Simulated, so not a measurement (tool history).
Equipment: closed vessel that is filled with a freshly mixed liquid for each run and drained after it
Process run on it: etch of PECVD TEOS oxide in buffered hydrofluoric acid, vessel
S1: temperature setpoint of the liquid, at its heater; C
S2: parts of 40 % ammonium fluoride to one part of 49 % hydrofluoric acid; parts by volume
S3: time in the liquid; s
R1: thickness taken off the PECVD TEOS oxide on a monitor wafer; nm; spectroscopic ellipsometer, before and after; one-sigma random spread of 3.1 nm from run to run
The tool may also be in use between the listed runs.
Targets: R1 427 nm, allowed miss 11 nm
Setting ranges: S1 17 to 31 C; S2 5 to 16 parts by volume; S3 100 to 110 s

Run 1, day 0: S1 23 C, S2 9.5 parts by volume, S3 100 s. Result: R1 186.78 nm.
Run 2, day 0.054: S1 26.5 C, S2 9.5 parts by volume, S3 100 s. Result: R1 222.7 nm.
Run 3, day 0.121: S1 27.5 C, S2 8.5 parts by volume, S3 100 s. Result: R1 261.58 nm.
Run 4, day 0.488: S1 28.5 C, S2 7.5 parts by volume, S3 100 s. Result: R1 317.8 nm.
Run 5, day 0.542: S1 28.5 C, S2 7.5 parts by volume, S3 100 s. Result: R1 313.49 nm.
Run 6, day 0.833: S1 28.5 C, S2 9.5 parts by volume, S3 100 s. Result: R1 251.71 nm.
Run 7, day 1.138: S1 29 C, S2 8.5 parts by volume, S3 100 s. Result: R1 282.44 nm.
Run 8, day 1.521: S1 29.5 C, S2 8 parts by volume, S3 100 s. Result: R1 311.53 nm.

Pick the move, out of 5, that brings all results within their allowed miss; only one does.
Run A, day 1.904: S1 29 C, S2 6.5 parts by volume, S3 110 s. Result: R1 ?.
Run B, day 1.904: S1 30 C, S2 7.5 parts by volume, S3 105 s. Result: R1 ?.
Run C, day 1.904: S1 28.5 C, S2 6 parts by volume, S3 105 s. Result: R1 ?.
Run D, day 1.904: S1 25.5 C, S2 5 parts by volume, S3 110 s. Result: R1 ?.
Run E, day 1.904: S1 31 C, S2 6.5 parts by volume, S3 110 s. Result: R1 ?.

move      R1
   A  409.91
   B  359.01
   C  408.39
   D  425.31
   E  455.14
A: closes in on the targets versus the last run, not all within tolerance yet
B: closes in on the targets versus the last run, not all within tolerance yet
C: closes in on the targets versus the last run, not all within tolerance yet
D: all results land within tolerance of their targets
E: moves the result that the last run missed by most past its target, out the other side
Go with D: it meets all targets.
